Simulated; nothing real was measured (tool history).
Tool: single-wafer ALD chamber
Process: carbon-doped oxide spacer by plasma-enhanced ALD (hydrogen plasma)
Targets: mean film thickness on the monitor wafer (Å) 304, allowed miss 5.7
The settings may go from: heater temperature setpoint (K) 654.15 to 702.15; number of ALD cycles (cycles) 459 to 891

| run | hour | heater temperature setpoint (K) | number of ALD cycles (cycles) | mean film thickness on the monitor wafer (Å) |
|---|---|---|---|---|
| 1 | 0 | 678.15 | 675 | 370.73 |
| 2 | 1.3 | 680.15 | 651 | 355.87 |
| 3 | 2.3 | 676.15 | 651 | 359.51 |
| 4 | 6.5 | 678.15 | 631 | 348.31 |
| 5 | 10.8 | 680.15 | 615 | 334.9 |
| 6 | 11.4 | 683.15 | 608 | 329.68 |
| 7 | 16.2 | 690.15 | 554 | 294.09 |
| 8 | 21.1 | 689.15 | 556 | 295.91 |

5 next moves are on the table. One of them brings every result within its allowed miss. Which?
| A | 26 | 685.15 | 543 | ? |
| B | 26 | 692.15 | 578 | ? |
| C | 26 | 690.15 | 544 | ? |
| D | 26 | 685.15 | 526 | ? |
| E | 26 | 695.15 | 535 | ? |

| move | mean film thickness on the monitor wafer (Å) |
|---|---|
| A | 296.24 |
| B | 309.31 |
| C | 292.73 |
| D | 286.97 |
| E | 283.9 |
A: as far off as the last run
B: meets every target
C: further off than the last run
D: further off than the last run
E: further off than the last run
The right move is B.

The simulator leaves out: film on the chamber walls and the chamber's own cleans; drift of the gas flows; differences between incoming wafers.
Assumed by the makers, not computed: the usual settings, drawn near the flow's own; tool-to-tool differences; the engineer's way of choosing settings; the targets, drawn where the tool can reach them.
